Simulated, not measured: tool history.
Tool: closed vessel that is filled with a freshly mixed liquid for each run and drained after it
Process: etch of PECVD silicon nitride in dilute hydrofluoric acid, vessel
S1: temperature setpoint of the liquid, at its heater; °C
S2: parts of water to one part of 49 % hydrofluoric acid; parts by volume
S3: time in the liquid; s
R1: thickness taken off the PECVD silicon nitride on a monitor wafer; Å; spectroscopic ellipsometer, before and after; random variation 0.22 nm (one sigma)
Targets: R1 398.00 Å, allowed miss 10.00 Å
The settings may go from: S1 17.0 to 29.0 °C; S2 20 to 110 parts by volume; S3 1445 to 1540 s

run  hour    S1  S2    S3      R1
  1   0.0  21.0  60  1445  336.66
  2   1.5  21.0  80  1445  256.15
  3   6.7  23.0  80  1445  294.92
  4  15.3  23.0  80  1540  313.86
  5  18.8  24.0  80  1540  332.13
  6  23.0  25.0  80  1540  355.20
  7  24.3  25.5  80  1540  367.02
     32.3  -- hydrofluoric acid flow meter replaced
  8  32.3  26.0  80  1540  342.26

5 next moves are on the table. One of them brings every result within its allowed miss. Which?
  A  40.3  22.5  55  1470   ?
  B  40.3  23.5  75  1540   ?
  C  40.3  26.5  75  1525   ?
  D  40.3  26.5  90  1490   ?
  E  40.3  29.0  80  1470   ?

move      R1
   A  375.11
   B  310.16
   C  374.54
   D  305.41
   E  397.98
A: nearer than the last run, and not there yet
B: further off than the last run
C: nearer than the last run, and not there yet
D: further off than the last run
E: meets every target
The right move is E.

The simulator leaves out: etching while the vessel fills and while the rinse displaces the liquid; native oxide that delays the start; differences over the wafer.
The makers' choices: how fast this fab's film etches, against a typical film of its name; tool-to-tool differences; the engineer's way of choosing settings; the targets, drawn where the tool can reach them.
